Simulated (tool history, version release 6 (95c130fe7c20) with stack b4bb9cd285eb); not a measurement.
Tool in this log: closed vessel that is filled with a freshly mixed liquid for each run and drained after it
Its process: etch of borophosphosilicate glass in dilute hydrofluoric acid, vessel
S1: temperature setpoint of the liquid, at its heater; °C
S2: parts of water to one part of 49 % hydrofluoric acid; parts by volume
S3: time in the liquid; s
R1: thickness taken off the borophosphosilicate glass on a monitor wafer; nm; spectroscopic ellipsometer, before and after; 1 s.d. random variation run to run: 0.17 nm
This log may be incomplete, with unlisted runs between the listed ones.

{"run": 1, "hour": 0.0, "S1": 23, "S2": 175, "S3": 280, "R1": 53.523}
{"run": 2, "hour": 0.9, "S1": 23, "S2": 155, "S3": 280, "R1": 62.876}
{"run": 3, "hour": 6.9, "S1": 21.5, "S2": 175, "S3": 280, "R1": 51.06}
{"run": 4, "hour": 9.1, "S1": 20, "S2": 175, "S3": 280, "R1": 48.07}
{"run": 5, "hour": 14.3, "S1": 19.5, "S2": 190, "S3": 280, "R1": 42.963}
{"run": 6, "hour": 21.6, "S1": 19, "S2": 205, "S3": 280, "R1": 38.426}
{"run": 7, "hour": 23.1, "S1": 18.5, "S2": 215, "S3": 280, "R1": 35.173}
{"run": 8, "hour": 27.6, "S1": 18, "S2": 225, "S3": 280, "R1": 32.684}
{"run": 9, "hour": 31.1, "S1": 18, "S2": 230, "S3": 280, "R1": 31.869}
{"run": 10, "hour": 33.5, "S1": 18, "S2": 235, "S3": 280, "R1": 31.466}
{"run": 11, "hour": 37.8, "S1": 18, "S2": 240, "S3": 280, "R1": 30.355}

Expected results for the next run?
{"run": 12, "hour": 41.7, "S1": 18, "S2": 245, "S3": 280, "R1": "?"}

Run 12 gave R1 29.672 nm.
